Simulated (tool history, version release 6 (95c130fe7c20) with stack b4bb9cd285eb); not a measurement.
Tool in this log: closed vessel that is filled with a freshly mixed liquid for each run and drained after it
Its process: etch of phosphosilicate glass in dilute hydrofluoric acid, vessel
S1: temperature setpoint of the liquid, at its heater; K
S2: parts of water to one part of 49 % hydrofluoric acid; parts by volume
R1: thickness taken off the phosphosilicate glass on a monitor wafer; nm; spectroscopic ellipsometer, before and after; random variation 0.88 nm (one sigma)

run 1 day=0.000 | S1=299.15 S2=240 time_in_the_liquid_(s)=95 | R1=69.815
run 2 day=0.192 | S1=300.65 S2=215 time_in_the_liquid_(s)=95 | R1=83.284
run 3 day=0.379 | S1=302.65 S2=215 time_in_the_liquid_(s)=95 | R1=91.140
run 4 day=0.421 | S1=301.15 S2=215 time_in_the_liquid_(s)=95 | R1=86.222
run 5 day=0.767 | S1=301.15 S2=300 time_in_the_liquid_(s)=95 | R1=55.933
run 6 day=0.825 | S1=301.15 S2=300 time_in_the_liquid_(s)=100 | R1=58.730
run 7 day=1.033 | S1=302.65 S2=265 time_in_the_liquid_(s)=100 | R1=73.237
run 8 day=1.212 | S1=303.65 S2=235 time_in_the_liquid_(s)=100 | R1=87.733

Estimate the outcome of run 9 from the log above:
run 9 day=1.479 | S1=304.15 S2=210 time_in_the_liquid_(s)=100 | R1=?

Run 9 produced R1 103.040 nm.
